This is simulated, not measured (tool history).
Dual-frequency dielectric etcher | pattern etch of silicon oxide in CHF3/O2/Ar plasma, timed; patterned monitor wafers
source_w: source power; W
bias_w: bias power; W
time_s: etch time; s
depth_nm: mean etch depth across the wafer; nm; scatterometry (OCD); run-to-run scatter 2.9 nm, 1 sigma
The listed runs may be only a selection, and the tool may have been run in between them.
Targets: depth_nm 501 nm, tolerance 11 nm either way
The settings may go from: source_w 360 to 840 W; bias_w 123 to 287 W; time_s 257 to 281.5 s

| run | hour | source_w | bias_w | time_s | depth_nm |
|---|---|---|---|---|---|
| 1 | 0 | 600 | 205 | 281.5 | 572.7 |
| 2 | 3.7 | 580 | 203 | 281.5 | 557.49 |
| 3 | 11.3 | 580 | 216 | 281.5 | 573.11 |
| 4 | 12.9 | 560 | 215 | 281.5 | 566.94 |
|  | 19.9 | wet clean of the chamber |
| 5 | 19.9 | 560 | 186 | 281.5 | 555.53 |
| 6 | 27.1 | 550 | 183 | 280 | 549.24 |
| 7 | 33.4 | 550 | 183 | 280 | 548.07 |
| 8 | 41.1 | 540 | 180 | 279 | 537.39 |
| 9 | 48.3 | 540 | 180 | 279 | 534.41 |
| 10 | 49.1 | 530 | 179 | 279 | 534.76 |
| 11 | 57.7 | 520 | 178 | 278.5 | 528.19 |

4 next moves are on the table. One of them brings every result within its allowed miss. Which?
| A | 66.3 | 380 | 260 | 261 | ? |
| B | 66.3 | 550 | 191 | 275 | ? |
| C | 66.3 | 490 | 186 | 281.5 | ? |
| D | 66.3 | 490 | 189 | 276 | ? |

| move | depth_nm |
|---|---|
| A | 508.24 |
| B | 552.73 |
| C | 532.24 |
| D | 525.34 |
A: every result within its allowed miss
B: moves away from the targets compared with the last run
C: moves away from the targets compared with the last run
D: an improvement on the last run, though not all results are within tolerance
Correct choice: A, which meets every target

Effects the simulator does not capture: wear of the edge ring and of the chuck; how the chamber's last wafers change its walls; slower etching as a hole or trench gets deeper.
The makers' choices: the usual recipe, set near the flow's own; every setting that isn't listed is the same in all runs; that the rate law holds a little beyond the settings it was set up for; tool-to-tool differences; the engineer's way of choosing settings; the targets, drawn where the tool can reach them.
